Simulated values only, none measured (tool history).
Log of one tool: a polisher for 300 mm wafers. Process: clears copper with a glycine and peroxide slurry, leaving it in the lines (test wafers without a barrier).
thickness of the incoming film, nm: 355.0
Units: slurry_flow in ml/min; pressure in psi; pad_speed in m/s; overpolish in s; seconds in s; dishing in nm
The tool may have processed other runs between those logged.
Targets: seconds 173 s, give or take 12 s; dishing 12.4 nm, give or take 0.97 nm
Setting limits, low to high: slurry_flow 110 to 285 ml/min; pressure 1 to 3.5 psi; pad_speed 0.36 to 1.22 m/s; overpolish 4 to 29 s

{"run": 1, "day": 0.0, "slurry_flow": 180, "pressure": 2.2, "pad_speed": 0.78, "overpolish": 15, "seconds": 92.155, "dishing": 34.992}
{"run": 2, "day": 0.083, "slurry_flow": 180, "pressure": 1.7, "pad_speed": 0.78, "overpolish": 15, "seconds": 114.7, "dishing": 31.324}
{"run": 3, "day": 0.438, "slurry_flow": 180, "pressure": 2, "pad_speed": 0.78, "overpolish": 15, "seconds": 102.2, "dishing": 33.075}
{"run": 4, "day": 0.538, "slurry_flow": 165, "pressure": 1.9, "pad_speed": 0.68, "overpolish": 12, "seconds": 115.18, "dishing": 23.997}
{"run": 5, "day": 0.671, "slurry_flow": 165, "pressure": 1.8, "pad_speed": 0.64, "overpolish": 11, "seconds": 124.4, "dishing": 21.573}
{"run": 6, "day": 0.742, "slurry_flow": 165, "pressure": 1.7, "pad_speed": 0.6, "overpolish": 10, "seconds": 133.36, "dishing": 19.272}
{"run": 7, "day": 0.879, "slurry_flow": 165, "pressure": 1.6, "pad_speed": 0.58, "overpolish": 9, "seconds": 146.41, "dishing": 16.849}
{"run": 8, "day": 1.129, "slurry_flow": 165, "pressure": 1.2, "pad_speed": 0.58, "overpolish": 5, "seconds": 168.3, "dishing": 8.4805}

Which single option among these 4 for the next run brings every result within its allowed miss of target? Just one does.
{"run": "A", "day": 1.379, "slurry_flow": 160, "pressure": 1.5, "pad_speed": 0.36, "overpolish": 11, "seconds": "?", "dishing": "?"}
{"run": "B", "day": 1.379, "slurry_flow": 145, "pressure": 1.9, "pad_speed": 0.36, "overpolish": 8, "seconds": "?", "dishing": "?"}
{"run": "C", "day": 1.379, "slurry_flow": 190, "pressure": 1.1, "pad_speed": 0.58, "overpolish": 11, "seconds": "?", "dishing": "?"}
{"run": "D", "day": 1.379, "slurry_flow": 175, "pressure": 1.1, "pad_speed": 0.58, "overpolish": 4, "seconds": "?", "dishing": "?"}

move=A seconds=186.93 dishing=16.138
move=B seconds=168.45 dishing=13.249
move=C seconds=167.91 dishing=17.484
move=D seconds=169.8 dishing=6.8153
A: the result that was furthest off in the last run now lies on the other side of its target
B: meets every target
C: the result that was furthest off in the last run now lies on the other side of its target
D: misses by more than the last run did
So the answer is move B, the one that meets all the targets.

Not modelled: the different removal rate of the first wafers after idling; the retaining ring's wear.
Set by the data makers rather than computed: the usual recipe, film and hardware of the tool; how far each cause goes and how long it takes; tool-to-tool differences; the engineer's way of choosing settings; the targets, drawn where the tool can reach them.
